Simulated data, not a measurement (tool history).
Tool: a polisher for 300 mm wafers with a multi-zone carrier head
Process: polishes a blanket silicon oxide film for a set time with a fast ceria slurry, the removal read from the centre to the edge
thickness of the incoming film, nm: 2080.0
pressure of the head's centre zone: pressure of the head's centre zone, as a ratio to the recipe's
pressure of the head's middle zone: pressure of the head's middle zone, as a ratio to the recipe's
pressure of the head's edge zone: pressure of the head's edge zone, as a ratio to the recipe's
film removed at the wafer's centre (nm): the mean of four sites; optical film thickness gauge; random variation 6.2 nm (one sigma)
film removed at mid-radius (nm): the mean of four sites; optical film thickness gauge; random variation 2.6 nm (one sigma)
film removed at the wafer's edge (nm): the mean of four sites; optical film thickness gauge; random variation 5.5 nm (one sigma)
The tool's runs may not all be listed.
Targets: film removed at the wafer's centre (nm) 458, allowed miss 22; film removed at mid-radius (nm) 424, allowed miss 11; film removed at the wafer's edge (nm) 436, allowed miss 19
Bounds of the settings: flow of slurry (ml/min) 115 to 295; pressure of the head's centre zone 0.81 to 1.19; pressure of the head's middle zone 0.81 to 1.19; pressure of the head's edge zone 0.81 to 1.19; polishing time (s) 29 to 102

run  hour  flow of slurry (ml/min)  pressure of the head's centre zone  pressure of the head's middle zone  pressure of the head's edge zone  polishing time (s)  film removed at the wafer's centre (nm)  film removed at mid-radius (nm)  film removed at the wafer's edge (nm)
  1     0                      190                                   1                                   1                                 1                  65                                   650.71                           634.69                                 618.81
  2   4.1                      185                                0.99                                0.97                              0.97                  60                                   595.06                              562                                 569.12
  3   6.9                      185                                0.92                                0.97                              0.97                  60                                   543.04                           557.41                                  560.2
  4   9.1                      185                                0.92                                0.97                              0.97                  74                                   661.81                           697.49                                 689.92
  5    18                      185                                0.92                                0.97                              1.04                  74                                   649.23                           701.14                                 711.45
  6  24.8                      185                                0.92                                0.97                               1.1                  74                                   670.32                           699.58                                  749.3
  7  32.8                      180                                0.93                                0.95                              1.03                  67                                   611.96                           614.04                                 653.22
  8  37.2                      185                                0.93                                0.94                              0.99                  61                                   551.25                            561.2                                 583.75
  9  39.9                      180                                0.94                                0.93                              0.95                  57                                   528.67                           514.84                                 530.27
 10  48.8                      175                                0.94                                0.91                              0.92                  55                                   492.81                           482.39                                 504.24
 11  53.9                      170                                0.95                                 0.9                              0.89                  54                                   500.81                           473.29                                 481.36
 12  60.6                      160                                0.94                                0.88                              0.87                  54                                   488.88                           458.57                                 479.39
 13  66.4                      160                                0.94                                0.88                              0.86                  53                                   482.04                           455.16                                 471.41
 14  70.8                      160                                0.94                                0.88                              0.85                  52                                   478.73                           440.53                                 462.95

4 next moves are on the table. One of them brings every result within its allowed miss. Which?
  A  75.2                      125                                0.96                                0.87                              0.83                  52                                        ?                                ?                                      ?
  B  75.2                      160                                0.92                                0.97                              0.82                  50                                        ?                                ?                                      ?
  C  75.2                      175                                0.96                                0.89                              0.85                  54                                        ?                                ?                                      ?
  D  75.2                      145                                0.89                                0.83                              0.98                  54                                        ?                                ?                                      ?

move  film removed at the wafer's centre (nm)  film removed at mid-radius (nm)  film removed at the wafer's edge (nm)
   A                                   461.25                           427.59                                  452.3
   B                                    442.6                           466.48                                 443.24
   C                                   505.37                           474.35                                 491.12
   D                                   454.78                           436.69                                 515.26
A: meets every target
B: further off than the last run
C: further off than the last run
D: further off than the last run
The right move is A.
